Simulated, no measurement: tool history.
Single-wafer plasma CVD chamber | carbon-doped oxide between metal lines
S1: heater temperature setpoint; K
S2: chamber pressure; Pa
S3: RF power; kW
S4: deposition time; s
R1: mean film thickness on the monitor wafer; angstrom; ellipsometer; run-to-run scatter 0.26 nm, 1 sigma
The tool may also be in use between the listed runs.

run,hour,S1,S2,S3,S4,R1
1,0.0,618.15,633,0.610,7.41,402.43
2,5.6,610.15,633,0.610,7.41,419.20
3,9.6,608.15,644,0.615,7.41,416.54
4,12.8,607.15,649,0.630,7.41,424.96
5,17.9,606.15,655,0.640,7.41,427.30
6,23.5,606.15,655,0.640,7.41,432.63

Run 7 has not been measured yet. What should we expect?
7,26.1,605.15,661,0.645,7.41,?

R1: 433.56 angstrom

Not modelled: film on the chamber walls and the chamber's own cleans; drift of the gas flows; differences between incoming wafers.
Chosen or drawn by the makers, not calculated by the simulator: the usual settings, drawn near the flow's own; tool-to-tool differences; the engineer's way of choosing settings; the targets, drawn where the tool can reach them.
